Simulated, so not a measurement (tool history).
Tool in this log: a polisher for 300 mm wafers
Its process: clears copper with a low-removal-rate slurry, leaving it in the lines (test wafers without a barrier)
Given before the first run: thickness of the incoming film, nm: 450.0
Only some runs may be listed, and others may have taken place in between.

| run | hour | flow of slurry (ml/min) | pressure of the wafer on the pad (psi) | speed of the pad under the wafer (cm/s) | abrasive content of the slurry | overpolish time after the end point (s) | time until the end point was called (s) | dishing of a wide line in a test structure (Å) |
|---|---|---|---|---|---|---|---|---|
| 1 | 0 | 125 | 4.1 | 124 | 1 | 19 | 82.822 | 419.46 |
| 2 | 3.8 | 125 | 4.1 | 124 | 1 | 26 | 83.546 | 454.91 |
| 3 | 7.1 | 125 | 4.1 | 142 | 1 | 26 | 73.391 | 460.84 |
| 4 | 14.2 | 120 | 3.8 | 140 | 1 | 27 | 81.022 | 449.19 |
| 5 | 17.2 | 120 | 3.8 | 140 | 1 | 34 | 80.752 | 468.71 |
| 6 | 24.1 | 120 | 3.6 | 138 | 1 | 35 | 84.1 | 481.76 |
| 7 | 29.1 | 110 | 2.5 | 136 | 1 | 32 | 124.17 | 413.72 |

Estimate the outcome of run 8 from the log above:
| 8 | 31.3 | 120 | 2.6 | 136 | 1 | 32 | ? | ? |

Run 8 measured time until the end point was called (s) 117.96, dishing of a wide line in a test structure (Å) 434.8.
